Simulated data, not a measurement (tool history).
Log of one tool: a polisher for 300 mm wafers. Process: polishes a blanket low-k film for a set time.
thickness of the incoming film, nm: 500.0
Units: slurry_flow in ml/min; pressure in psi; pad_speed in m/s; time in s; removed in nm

run 1 day=0.000 | slurry_flow=155 pressure=1.2 pad_speed=0.82 slurry_solids=1.00 time=51 | removed=9.1030
run 2 day=0.312 | slurry_flow=160 pressure=1.3 pad_speed=0.82 slurry_solids=1.00 time=51 | removed=9.7428
run 3 day=0.338 | slurry_flow=160 pressure=1.4 pad_speed=0.82 slurry_solids=1.00 time=51 | removed=10.4710
run 4 day=0.483 | slurry_flow=160 pressure=1.4 pad_speed=0.66 slurry_solids=1.00 time=51 | removed=8.8220
run 5 day=0.733 | slurry_flow=160 pressure=1.4 pad_speed=0.66 slurry_solids=0.85 time=51 | removed=7.9556
run 6 day=0.804 | slurry_flow=160 pressure=1.4 pad_speed=0.66 slurry_solids=1.00 time=51 | removed=8.6788
run 7 day=1.108 | slurry_flow=160 pressure=1.5 pad_speed=0.66 slurry_solids=1.00 time=51 | removed=9.4960

Run 8 comes next. What will it give?
run 8 day=1.179 | slurry_flow=160 pressure=1.6 pad_speed=0.66 slurry_solids=1.00 time=51 | removed=?

{"run 8": {"removed": 10.123}}
